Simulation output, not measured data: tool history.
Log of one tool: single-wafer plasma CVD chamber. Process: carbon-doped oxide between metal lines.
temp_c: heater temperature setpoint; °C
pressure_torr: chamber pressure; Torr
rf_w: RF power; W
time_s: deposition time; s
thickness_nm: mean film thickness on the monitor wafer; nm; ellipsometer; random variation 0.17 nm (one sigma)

run  hour  temp_c  pressure_torr  rf_w  time_s  thickness_nm
  1   0.0     330           6.62   460    7.13        36.513
  2   8.1     330           6.62   460    7.13        36.544
  3  13.5     336           6.62   460    7.13        35.591
  4  15.3     338           6.53   450    7.12        34.862
  5  24.0     331           6.53   450    7.12        35.870
  6  26.8     334           6.45   440    7.10        34.692
  7  31.2     336           6.35   435    7.09        33.886
  8  38.9     338           6.22   430    7.09        33.701
  9  47.0     340           6.19   425    7.08        33.124

Run 10 comes next. What will it give?
 10  51.9     341           6.15   420    7.08             ?

Run 10 gave thickness_nm 32.412 nm.
